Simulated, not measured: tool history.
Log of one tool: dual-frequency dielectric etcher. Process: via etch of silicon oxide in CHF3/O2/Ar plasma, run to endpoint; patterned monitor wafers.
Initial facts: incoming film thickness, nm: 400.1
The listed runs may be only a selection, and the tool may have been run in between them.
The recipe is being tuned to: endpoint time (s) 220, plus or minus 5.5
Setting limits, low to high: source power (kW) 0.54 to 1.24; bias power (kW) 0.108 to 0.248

run 1 hour=0 | source_power_(kW)=0.89 bias_power_(kW)=0.178 | endpoint_time_(s)=190.01
run 2 hour=5.4 | source_power_(kW)=0.85 bias_power_(kW)=0.175 | endpoint_time_(s)=195.39
run 3 hour=6.1 | source_power_(kW)=0.85 bias_power_(kW)=0.201 | endpoint_time_(s)=185.12
run 4 hour=9.7 | source_power_(kW)=0.81 bias_power_(kW)=0.197 | endpoint_time_(s)=187.22
run 5 hour=11.5 | source_power_(kW)=0.78 bias_power_(kW)=0.189 | endpoint_time_(s)=197.21
run 6 hour=13.2 | source_power_(kW)=0.75 bias_power_(kW)=0.188 | endpoint_time_(s)=199.37
run 7 hour=21.7 | source_power_(kW)=0.72 bias_power_(kW)=0.187 | endpoint_time_(s)=203.09
run 8 hour=24.4 | source_power_(kW)=0.7 bias_power_(kW)=0.186 | endpoint_time_(s)=204.35
run 9 hour=31.9 | source_power_(kW)=0.68 bias_power_(kW)=0.185 | endpoint_time_(s)=206.88
run 10 hour=34.4 | source_power_(kW)=0.66 bias_power_(kW)=0.184 | endpoint_time_(s)=209.79
run 11 hour=37.4 | source_power_(kW)=0.65 bias_power_(kW)=0.183 | endpoint_time_(s)=210.04

Next run, 5 choices. One meets every target within its allowed miss, the rest don't. Which?
run A hour=40.4 | source_power_(kW)=0.69 bias_power_(kW)=0.204 | endpoint_time_(s)=?
run B hour=40.4 | source_power_(kW)=0.59 bias_power_(kW)=0.185 | endpoint_time_(s)=?
run C hour=40.4 | source_power_(kW)=0.78 bias_power_(kW)=0.172 | endpoint_time_(s)=?
run D hour=40.4 | source_power_(kW)=0.89 bias_power_(kW)=0.156 | endpoint_time_(s)=?
run E hour=40.4 | source_power_(kW)=0.66 bias_power_(kW)=0.192 | endpoint_time_(s)=?

move=A endpoint_time_(s)=197.85
move=B endpoint_time_(s)=221.16
move=C endpoint_time_(s)=201.94
move=D endpoint_time_(s)=198.89
move=E endpoint_time_(s)=207.09
A: moves away from the targets compared with the last run
B: every result lands within tolerance
C: moves away from the targets compared with the last run
D: moves away from the targets compared with the last run
E: moves away from the targets compared with the last run
The right move is B.

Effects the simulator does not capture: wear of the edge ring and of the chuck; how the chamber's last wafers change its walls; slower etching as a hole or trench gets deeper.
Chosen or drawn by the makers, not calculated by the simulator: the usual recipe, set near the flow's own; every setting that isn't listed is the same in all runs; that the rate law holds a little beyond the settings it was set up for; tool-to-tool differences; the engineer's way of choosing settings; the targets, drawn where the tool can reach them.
